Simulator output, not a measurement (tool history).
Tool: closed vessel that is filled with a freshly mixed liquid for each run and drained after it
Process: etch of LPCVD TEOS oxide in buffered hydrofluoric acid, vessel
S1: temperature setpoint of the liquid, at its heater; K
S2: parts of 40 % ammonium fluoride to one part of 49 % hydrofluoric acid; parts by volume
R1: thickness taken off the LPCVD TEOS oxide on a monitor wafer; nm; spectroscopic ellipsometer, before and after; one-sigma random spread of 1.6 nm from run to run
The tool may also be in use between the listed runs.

Run 1, hour 0.0: S1 294.15 K, S2 13.0 parts by volume, time in the liquid (s) 90. Result: R1 282.21 nm.
Run 2, hour 2.7: S1 296.15 K, S2 13.0 parts by volume, time in the liquid (s) 90. Result: R1 314.85 nm.
Run 3, hour 8.4: S1 297.65 K, S2 13.0 parts by volume, time in the liquid (s) 90. Result: R1 339.07 nm.
Run 4, hour 14.2: S1 297.65 K, S2 14.5 parts by volume, time in the liquid (s) 90. Result: R1 306.13 nm.
Run 5, hour 15.4: S1 298.65 K, S2 14.0 parts by volume, time in the liquid (s) 90. Result: R1 335.02 nm.
Run 6, hour 19.9: S1 298.65 K, S2 16.5 parts by volume, time in the liquid (s) 90. Result: R1 284.69 nm.
Run 7, hour 27.7: S1 298.65 K, S2 16.5 parts by volume, time in the liquid (s) 90. Result: R1 283.81 nm.
Run 8, hour 29.1: S1 299.65 K, S2 15.5 parts by volume, time in the liquid (s) 90. Result: R1 320.01 nm.
Run 9, hour 33.4: S1 300.15 K, S2 14.5 parts by volume, time in the liquid (s) 90. Result: R1 349.37 nm.

What does the tool deliver on the next run?
Run 10, hour 38.6: S1 300.65 K, S2 14.0 parts by volume, time in the liquid (s) 90. Result: R1 ?.

R1: 374.95 nm
